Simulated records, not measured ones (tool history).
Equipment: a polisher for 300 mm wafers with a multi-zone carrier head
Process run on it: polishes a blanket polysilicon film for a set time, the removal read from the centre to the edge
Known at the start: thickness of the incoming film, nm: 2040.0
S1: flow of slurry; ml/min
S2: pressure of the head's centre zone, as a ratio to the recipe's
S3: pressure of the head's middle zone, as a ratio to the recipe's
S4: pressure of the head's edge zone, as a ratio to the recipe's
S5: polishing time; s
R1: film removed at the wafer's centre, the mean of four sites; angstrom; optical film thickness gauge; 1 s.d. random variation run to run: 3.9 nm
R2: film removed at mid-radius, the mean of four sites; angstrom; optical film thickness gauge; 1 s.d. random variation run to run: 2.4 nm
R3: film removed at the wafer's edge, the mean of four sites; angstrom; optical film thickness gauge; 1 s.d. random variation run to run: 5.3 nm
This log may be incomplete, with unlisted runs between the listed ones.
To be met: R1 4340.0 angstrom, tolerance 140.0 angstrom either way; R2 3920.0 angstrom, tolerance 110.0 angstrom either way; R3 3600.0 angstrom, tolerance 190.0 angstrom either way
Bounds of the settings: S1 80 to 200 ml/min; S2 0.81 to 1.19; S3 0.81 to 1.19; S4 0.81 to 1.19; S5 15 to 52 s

{"run": 1, "hour": 0.0, "S1": 130, "S2": 1.0, "S3": 1.0, "S4": 1.0, "S5": 33, "R1": 2511.0, "R2": 2476.6, "R3": 2507.4}
{"run": 2, "hour": 2.7, "S1": 130, "S2": 1.0, "S3": 1.0, "S4": 1.0, "S5": 40, "R1": 3061.2, "R2": 3006.1, "R3": 3021.3}
{"run": 3, "hour": 4.5, "S1": 130, "S2": 1.0, "S3": 0.97, "S4": 1.0, "S5": 40, "R1": 3077.8, "R2": 2941.0, "R3": 3013.9}
{"run": 4, "hour": 7.0, "S1": 135, "S2": 1.02, "S3": 0.99, "S4": 1.01, "S5": 40, "R1": 3158.8, "R2": 3061.3, "R3": 3071.1}
{"run": 5, "hour": 12.4, "S1": 140, "S2": 1.04, "S3": 0.99, "S4": 1.01, "S5": 40, "R1": 3246.4, "R2": 3021.1, "R3": 3069.3}
{"run": 6, "hour": 13.2, "S1": 145, "S2": 1.06, "S3": 1.01, "S4": 1.02, "S5": 40, "R1": 3313.2, "R2": 3131.1, "R3": 3146.4}
{"run": 7, "hour": 18.9, "S1": 150, "S2": 1.08, "S3": 1.02, "S4": 1.01, "S5": 40, "R1": 3410.4, "R2": 3174.3, "R3": 3123.9}
{"run": 8, "hour": 20.9, "S1": 155, "S2": 1.09, "S3": 1.03, "S4": 1.01, "S5": 40, "R1": 3536.3, "R2": 3193.2, "R3": 3153.2}
{"run": 9, "hour": 29.2, "S1": 160, "S2": 1.1, "S3": 1.05, "S4": 1.02, "S5": 40, "R1": 3518.4, "R2": 3275.2, "R3": 3191.4}

Consider the 5 candidate settings below. Which is the only one whose results all fall within their allowed miss of target?
{"run": "A", "hour": 37.5, "S1": 155, "S2": 1.11, "S3": 1.15, "S4": 0.91, "S5": 49, "R1": "?", "R2": "?", "R3": "?"}
{"run": "B", "hour": 37.5, "S1": 165, "S2": 1.15, "S3": 1.02, "S4": 1.0, "S5": 46, "R1": "?", "R2": "?", "R3": "?"}
{"run": "C", "hour": 37.5, "S1": 200, "S2": 1.04, "S3": 1.16, "S4": 1.01, "S5": 45, "R1": "?", "R2": "?", "R3": "?"}
{"run": "D", "hour": 37.5, "S1": 155, "S2": 1.17, "S3": 1.02, "S4": 1.08, "S5": 49, "R1": "?", "R2": "?", "R3": "?"}
{"run": "E", "hour": 37.5, "S1": 165, "S2": 1.14, "S3": 1.07, "S4": 0.97, "S5": 47, "R1": "?", "R2": "?", "R3": "?"}

move=A R1=4300.3 R2=4289.5 R3=3710.2
move=B R1=4234.1 R2=3675.2 R3=3671.5
move=C R1=3879.7 R2=4142.0 R3=3684.8
move=D R1=4530.2 R2=3869.5 R3=4022.0
move=E R1=4289.7 R2=3911.4 R3=3696.7
A: the worst result of the last run now meets its target, but another is out of spec
B: the worst result of the last run now meets its target, but another is out of spec
C: closes in on the targets versus the last run, not all within tolerance yet
D: takes the biggest miss from the last run beyond its target
E: meets every target
The move that meets every target is E.
